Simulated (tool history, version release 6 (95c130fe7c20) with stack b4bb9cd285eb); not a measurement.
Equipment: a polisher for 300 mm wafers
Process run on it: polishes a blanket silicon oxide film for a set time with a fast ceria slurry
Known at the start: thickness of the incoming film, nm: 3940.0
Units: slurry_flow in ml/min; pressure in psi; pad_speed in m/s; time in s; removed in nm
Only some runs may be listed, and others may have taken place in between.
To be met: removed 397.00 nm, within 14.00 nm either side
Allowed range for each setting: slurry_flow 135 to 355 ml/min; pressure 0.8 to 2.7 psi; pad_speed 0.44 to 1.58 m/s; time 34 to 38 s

run	hour	slurry_flow	pressure	pad_speed	time	removed
1	0.0	225	1.7	1.00	38	300.84
2	5.6	225	1.8	1.00	38	314.97
3	12.9	275	1.8	1.00	38	329.58
4	19.8	280	1.9	1.00	38	337.35
5	23.4	280	1.7	1.00	38	310.59
6	25.7	280	1.8	1.00	38	314.33
7	34.3	280	1.9	1.00	38	329.80
8	35.0	280	2.0	1.00	38	344.33
9	38.0	280	2.1	1.00	38	358.34
10	46.5	280	2.2	1.00	38	375.07
11	53.0	280	2.3	1.00	38	379.65

Below are 5 possible settings for the next run. Only one of them brings all results inside the allowed miss of their targets. Which is it?
A	59.5	300	2.4	1.02	35	?
B	59.5	300	2.4	0.92	38	?
C	59.5	260	2.2	1.08	35	?
D	59.5	355	2.0	1.10	37	?
E	59.5	230	2.3	1.06	38	?

move	removed
A	370.82
B	366.08
C	362.07
D	375.00
E	393.04
A: the biggest miss grows against the last run
B: the biggest miss grows against the last run
C: the biggest miss grows against the last run
D: the biggest miss grows against the last run
E: all results in spec
So the answer is move E, the one that meets all the targets.
